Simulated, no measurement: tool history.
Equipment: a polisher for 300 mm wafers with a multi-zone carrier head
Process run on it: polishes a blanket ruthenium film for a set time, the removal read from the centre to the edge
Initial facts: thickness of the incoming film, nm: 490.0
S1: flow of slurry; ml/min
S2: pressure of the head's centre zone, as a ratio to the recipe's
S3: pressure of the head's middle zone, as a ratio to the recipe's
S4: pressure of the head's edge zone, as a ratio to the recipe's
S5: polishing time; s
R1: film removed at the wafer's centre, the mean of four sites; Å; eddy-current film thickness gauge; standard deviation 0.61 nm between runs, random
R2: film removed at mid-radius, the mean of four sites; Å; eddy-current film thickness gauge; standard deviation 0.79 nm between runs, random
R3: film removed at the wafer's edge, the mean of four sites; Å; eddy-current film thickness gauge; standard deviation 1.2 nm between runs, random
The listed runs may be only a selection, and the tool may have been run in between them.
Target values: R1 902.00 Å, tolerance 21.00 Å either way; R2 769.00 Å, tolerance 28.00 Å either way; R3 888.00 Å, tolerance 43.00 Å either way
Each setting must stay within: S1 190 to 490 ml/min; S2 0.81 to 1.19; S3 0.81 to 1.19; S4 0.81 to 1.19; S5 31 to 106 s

run,hour,S1,S2,S3,S4,S5,R1,R2,R3
1,0.0,315,1.00,1.00,1.00,68,772.61,749.08,769.29
2,6.3,315,1.00,0.95,1.00,68,751.34,709.55,750.15
3,13.2,315,0.95,0.95,1.00,68,729.31,715.82,759.38
4,18.7,325,1.00,0.95,1.05,70,783.97,723.16,796.81
5,24.8,325,1.04,0.95,1.05,70,821.50,738.41,803.78
6,28.5,325,0.99,0.95,1.05,70,787.90,748.30,811.12
7,33.9,345,1.02,0.95,1.09,70,803.87,728.07,814.33
8,40.1,345,1.04,0.96,1.11,71,836.70,747.93,849.50
9,48.7,350,1.06,0.97,1.12,71,862.72,761.48,849.19
10,54.3,355,1.07,0.97,1.14,71,848.62,751.03,856.81
11,59.1,360,1.09,0.97,1.15,71,870.62,752.88,854.79

Which single option among these 5 for the next run brings every result within its allowed miss of target? Just one does.
A,63.9,310,1.11,0.97,1.19,73,?,?,?
B,63.9,360,1.08,0.84,1.15,75,?,?,?
C,63.9,365,1.03,0.88,1.19,73,?,?,?
D,63.9,290,1.09,0.97,1.13,71,?,?,?
E,63.9,310,1.10,0.97,1.19,70,?,?,?

move,R1,R2,R3
A,911.08,770.42,899.41
B,922.15,711.29,918.02
C,856.95,720.26,909.86
D,864.30,744.96,847.67
E,865.71,738.80,862.45
A: meets every target
B: brings the last run's worst result on target, with another outside its allowed miss
C: further off than the last run
D: further off than the last run
E: further off than the last run
Answer: A
